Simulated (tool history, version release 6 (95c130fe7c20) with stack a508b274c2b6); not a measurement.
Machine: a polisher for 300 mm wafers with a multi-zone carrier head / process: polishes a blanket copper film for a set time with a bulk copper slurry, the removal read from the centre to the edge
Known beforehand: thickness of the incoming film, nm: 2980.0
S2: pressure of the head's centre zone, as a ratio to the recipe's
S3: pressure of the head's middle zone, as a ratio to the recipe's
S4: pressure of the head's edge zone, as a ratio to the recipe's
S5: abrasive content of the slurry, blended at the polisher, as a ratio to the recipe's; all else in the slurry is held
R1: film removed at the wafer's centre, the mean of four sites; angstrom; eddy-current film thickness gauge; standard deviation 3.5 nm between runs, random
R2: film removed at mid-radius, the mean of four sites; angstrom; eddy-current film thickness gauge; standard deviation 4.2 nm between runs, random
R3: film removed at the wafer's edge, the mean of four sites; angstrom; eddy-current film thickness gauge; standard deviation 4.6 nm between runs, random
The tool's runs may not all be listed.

run 1 hour=0.0 | flow_of_slurry_(ml/min)=185 S2=1.00 S3=1.00 S4=1.00 S5=1.00 polishing_time_(s)=40 | R1=3335.7 R2=3346.4 R3=3399.6
run 2 hour=8.5 | flow_of_slurry_(ml/min)=185 S2=1.00 S3=1.00 S4=1.00 S5=0.90 polishing_time_(s)=40 | R1=3267.5 R2=3268.4 R3=3296.2
run 3 hour=13.5 | flow_of_slurry_(ml/min)=190 S2=1.01 S3=1.01 S4=1.02 S5=0.95 polishing_time_(s)=40 | R1=3354.8 R2=3372.2 R3=3360.8
run 4 hour=21.7 | flow_of_slurry_(ml/min)=190 S2=1.02 S3=1.01 S4=1.03 S5=1.00 polishing_time_(s)=41 | R1=3457.5 R2=3426.7 R3=3456.8
-- hour=22.9 worn pad replaced by a new one
run 5 hour=22.9 | flow_of_slurry_(ml/min)=190 S2=1.02 S3=1.01 S4=1.07 S5=1.00 polishing_time_(s)=41 | R1=3672.0 R2=3627.1 R3=3816.0
run 6 hour=31.0 | flow_of_slurry_(ml/min)=195 S2=1.03 S3=1.03 S4=1.08 S5=1.05 polishing_time_(s)=41 | R1=3792.3 R2=3726.3 R3=3829.7
run 7 hour=34.8 | flow_of_slurry_(ml/min)=205 S2=1.01 S3=1.10 S4=1.16 S5=1.30 polishing_time_(s)=48 | R1=4522.6 R2=4797.2 R3=4826.9

The next listed run, before its measurement:
run 8 hour=38.5 | flow_of_slurry_(ml/min)=210 S2=1.01 S3=1.10 S4=1.16 S5=1.30 polishing_time_(s)=48 | R1=? R2=? R3=?

R1: 4568.3 angstrom
R2: 4876.9 angstrom
R3: 4824.1 angstrom
